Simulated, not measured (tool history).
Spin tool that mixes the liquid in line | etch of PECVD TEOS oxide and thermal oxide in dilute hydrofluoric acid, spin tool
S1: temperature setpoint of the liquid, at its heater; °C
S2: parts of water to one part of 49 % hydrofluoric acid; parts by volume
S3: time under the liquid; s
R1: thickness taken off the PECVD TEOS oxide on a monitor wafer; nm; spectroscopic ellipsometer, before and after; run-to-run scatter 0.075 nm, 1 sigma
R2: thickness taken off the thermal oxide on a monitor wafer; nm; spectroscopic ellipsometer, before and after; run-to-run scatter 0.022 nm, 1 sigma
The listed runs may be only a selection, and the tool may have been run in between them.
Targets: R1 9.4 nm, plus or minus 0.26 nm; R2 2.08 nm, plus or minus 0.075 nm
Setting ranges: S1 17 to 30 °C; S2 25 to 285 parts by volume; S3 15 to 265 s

| run | hour | S1 | S2 | S3 | R1 | R2 |
|---|---|---|---|---|---|---|
| 1 | 0 | 22 | 155 | 135 | 15.815 | 3.5026 |
| 2 | 3.6 | 21 | 165 | 135 | 14.253 | 3.1112 |
| 3 | 6.8 | 20.5 | 175 | 135 | 12.947 | 2.9077 |
| 4 | 8.8 | 20.5 | 175 | 185 | 17.809 | 3.8762 |
| 5 | 10.5 | 19.5 | 190 | 185 | 15.24 | 3.436 |
| 6 | 19 | 19.5 | 205 | 185 | 14.348 | 3.0672 |
| 7 | 23.7 | 19 | 215 | 180 | 12.733 | 2.8081 |
| 8 | 30.1 | 18.5 | 225 | 180 | 12.062 | 2.6318 |

Exercise: of the 4 proposed moves below, exactly one satisfies all targets within the stated allowed misses. Which move is it?
| A | 36.5 | 17.5 | 220 | 145 | ? | ? |
| B | 36.5 | 18.5 | 215 | 215 | ? | ? |
| C | 36.5 | 20 | 260 | 170 | ? | ? |
| D | 36.5 | 20.5 | 205 | 185 | ? | ? |

| move | R1 | R2 |
|---|---|---|
| A | 9.3851 | 2.1229 |
| B | 14.875 | 3.3647 |
| C | 9.8768 | 2.2341 |
| D | 14.641 | 3.3118 |
A: every result lands within tolerance
B: further off than the last run
C: closes in on the targets versus the last run, not all within tolerance yet
D: further off than the last run
Go with A: it meets all targets.

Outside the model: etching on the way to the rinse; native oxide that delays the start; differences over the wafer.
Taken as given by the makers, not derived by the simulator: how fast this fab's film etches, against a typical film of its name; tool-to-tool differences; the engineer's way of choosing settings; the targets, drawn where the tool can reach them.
